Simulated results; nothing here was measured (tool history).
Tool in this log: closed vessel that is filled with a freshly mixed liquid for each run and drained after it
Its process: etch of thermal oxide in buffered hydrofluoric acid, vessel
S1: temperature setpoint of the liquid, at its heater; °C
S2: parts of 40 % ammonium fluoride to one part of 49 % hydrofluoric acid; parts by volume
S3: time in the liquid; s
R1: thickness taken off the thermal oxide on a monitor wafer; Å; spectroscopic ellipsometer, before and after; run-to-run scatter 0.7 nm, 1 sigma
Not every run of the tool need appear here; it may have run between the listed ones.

{"run": 1, "hour": 0.0, "S1": 25, "S2": 15, "S3": 95, "R1": 787.34}
{"run": 2, "hour": 3.7, "S1": 25, "S2": 15, "S3": 100, "R1": 816.36}
{"run": 3, "hour": 12.4, "S1": 23, "S2": 15, "S3": 100, "R1": 738.9}
{"run": 4, "hour": 20.2, "S1": 23, "S2": 18, "S3": 100, "R1": 617.75}
{"run": 5, "hour": 23.0, "S1": 23, "S2": 14, "S3": 100, "R1": 794.43}
{"run": 6, "hour": 28.2, "S1": 25, "S2": 14, "S3": 100, "R1": 893.98}
{"run": 7, "hour": 35.5, "S1": 26.5, "S2": 14, "S3": 100, "R1": 962.16}
{"run": 8, "hour": 37.8, "S1": 27.5, "S2": 14, "S3": 100, "R1": 1013.4}

Run 9 comes next. What will it give?
{"run": 9, "hour": 39.8, "S1": 28.5, "S2": 14, "S3": 100, "R1": "?"}

Run 9 came out at R1 1078.1 Å.
